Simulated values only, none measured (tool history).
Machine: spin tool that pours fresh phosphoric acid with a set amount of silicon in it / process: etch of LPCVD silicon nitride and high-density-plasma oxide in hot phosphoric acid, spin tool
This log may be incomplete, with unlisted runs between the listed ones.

| run | hour | temperature setpoint of the liquid (C) | silicon dissolved in the acid as it is poured (mg a litre) | time under the liquid (s) | thickness taken off the LPCVD silicon nitride on a monitor wafer (angstrom) | thickness taken off the high-density-plasma oxide on a monitor wafer (angstrom) |
|---|---|---|---|---|---|---|
| 1 | 0.0 | 161.0 | 10.0 | 95 | 95.414 | 2.8955 |
| 2 | 4.0 | 162.0 | 10.0 | 95 | 96.459 | 3.2854 |
| 3 | 12.7 | 162.0 | 10.0 | 55 | 56.347 | 1.9327 |
| 4 | 20.6 | 162.0 | 10.0 | 90 | 92.074 | 3.7604 |
| 5 | 29.5 | 162.0 | 9.5 | 75 | 76.395 | 2.7125 |
| 6 | 34.9 | 162.0 | 9.5 | 90 | 91.461 | 3.8507 |

Run 7, settings as shown, results not yet in. Your forecast:
| 7 | 39.0 | 162.0 | 9.0 | 75 | ? | ? |

Run 7 measured thickness taken off the LPCVD silicon nitride on a monitor wafer (angstrom) 77.268, thickness taken off the high-density-plasma oxide on a monitor wafer (angstrom) 2.9458.

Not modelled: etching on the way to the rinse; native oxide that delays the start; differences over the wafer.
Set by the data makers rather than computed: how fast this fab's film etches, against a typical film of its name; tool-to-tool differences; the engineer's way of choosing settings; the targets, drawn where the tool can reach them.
